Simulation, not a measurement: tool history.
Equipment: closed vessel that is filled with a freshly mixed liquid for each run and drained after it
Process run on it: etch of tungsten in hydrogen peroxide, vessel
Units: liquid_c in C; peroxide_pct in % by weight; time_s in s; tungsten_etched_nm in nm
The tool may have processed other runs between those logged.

run 1 hour=0.0 | liquid_c=44.0 peroxide_pct=19.0 time_s=30 | tungsten_etched_nm=33.247
run 2 hour=6.2 | liquid_c=44.0 peroxide_pct=22.0 time_s=30 | tungsten_etched_nm=35.660
run 3 hour=15.5 | liquid_c=39.0 peroxide_pct=22.0 time_s=30 | tungsten_etched_nm=25.929
run 4 hour=23.0 | liquid_c=39.0 peroxide_pct=24.5 time_s=30 | tungsten_etched_nm=27.173
run 5 hour=24.7 | liquid_c=32.0 peroxide_pct=24.5 time_s=30 | tungsten_etched_nm=16.771
run 6 hour=32.1 | liquid_c=32.0 peroxide_pct=26.5 time_s=30 | tungsten_etched_nm=17.719
run 7 hour=33.5 | liquid_c=32.5 peroxide_pct=26.5 time_s=30 | tungsten_etched_nm=18.340

Predict the results of run 8:
run 8 hour=42.3 | liquid_c=37.0 peroxide_pct=26.5 time_s=30 | tungsten_etched_nm=?

Run 8 measured tungsten_etched_nm 25.002 nm.
